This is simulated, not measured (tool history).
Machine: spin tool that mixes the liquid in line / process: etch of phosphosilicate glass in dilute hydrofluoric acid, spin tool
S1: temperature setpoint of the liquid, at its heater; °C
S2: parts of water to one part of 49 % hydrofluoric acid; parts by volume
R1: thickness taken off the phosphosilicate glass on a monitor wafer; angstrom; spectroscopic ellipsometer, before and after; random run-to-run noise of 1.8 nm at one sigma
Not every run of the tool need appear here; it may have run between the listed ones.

Run 1, day 0: S1 22 °C, S2 70 parts by volume, time under the liquid (s) 55. Result: R1 1573.6 angstrom.
Run 2, day 0.288: S1 19 °C, S2 70 parts by volume, time under the liquid (s) 55. Result: R1 1377.4 angstrom.
Run 3, day 0.4: S1 19 °C, S2 70 parts by volume, time under the liquid (s) 55. Result: R1 1392.8 angstrom.
Run 4, day 0.429: S1 20.5 °C, S2 70 parts by volume, time under the liquid (s) 55. Result: R1 1486 angstrom.
Run 5, day 0.779: S1 20.5 °C, S2 70 parts by volume, time under the liquid (s) 60. Result: R1 1617 angstrom.
Run 6, day 1.079: S1 20.5 °C, S2 70 parts by volume, time under the liquid (s) 60. Result: R1 1618.7 angstrom.
Run 7, day 1.238: S1 23.5 °C, S2 55 parts by volume, time under the liquid (s) 60. Result: R1 2367.5 angstrom.
Run 8, day 1.346: S1 25.5 °C, S2 50 parts by volume, time under the liquid (s) 60. Result: R1 2855.1 angstrom.

What will run 9 give?
Run 9, day 1.683: S1 27 °C, S2 45 parts by volume, time under the liquid (s) 60. Result: R1 ?.

{"run 9": {"R1": 3385.2}}
